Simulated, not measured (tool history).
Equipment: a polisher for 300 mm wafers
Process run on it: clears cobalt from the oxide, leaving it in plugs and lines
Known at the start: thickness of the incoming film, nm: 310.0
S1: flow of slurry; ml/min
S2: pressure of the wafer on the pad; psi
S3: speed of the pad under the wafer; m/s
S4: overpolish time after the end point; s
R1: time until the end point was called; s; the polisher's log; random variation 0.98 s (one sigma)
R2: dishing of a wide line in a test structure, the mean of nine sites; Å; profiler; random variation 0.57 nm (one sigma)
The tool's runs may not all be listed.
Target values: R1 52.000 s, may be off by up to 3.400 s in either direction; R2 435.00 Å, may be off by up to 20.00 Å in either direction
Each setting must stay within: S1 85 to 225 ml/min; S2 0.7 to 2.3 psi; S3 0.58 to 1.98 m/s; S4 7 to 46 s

run	day	S1	S2	S3	S4	R1	R2
1	0.000	145	1.5	1.28	24	83.578	385.59
2	0.221	145	1.2	1.28	24	102.730	345.56
3	0.421	145	1.4	1.32	22	85.192	369.03
4	0.738	145	1.4	1.08	22	102.930	339.94
# day 1.083: slurry nozzle cleaned
5	1.083	145	1.7	1.10	21	74.002	381.99
6	1.362	145	1.7	1.26	21	67.010	379.91
7	1.571	145	1.8	1.26	22	61.922	410.58
8	1.833	145	1.9	1.26	22	61.240	403.47

Exercise: of the 5 proposed moves below, exactly one satisfies all targets within the stated allowed misses. Which move is it?
A	2.096	130	2.3	1.02	34	?	?
B	2.096	110	2.0	0.92	33	?	?
C	2.096	120	1.4	1.28	21	?	?
D	2.096	125	2.0	1.44	26	?	?
E	2.096	125	1.3	1.44	46	?	?

move	R1	R2
A	60.999	423.93
B	80.431	406.45
C	80.941	355.75
D	50.533	419.31
E	76.806	427.99
A: about the same distance from the targets as the last run
B: lands further from the targets than the last run did
C: lands further from the targets than the last run did
D: every result lands within tolerance
E: lands further from the targets than the last run did
So the answer is move D, the one that meets all the targets.

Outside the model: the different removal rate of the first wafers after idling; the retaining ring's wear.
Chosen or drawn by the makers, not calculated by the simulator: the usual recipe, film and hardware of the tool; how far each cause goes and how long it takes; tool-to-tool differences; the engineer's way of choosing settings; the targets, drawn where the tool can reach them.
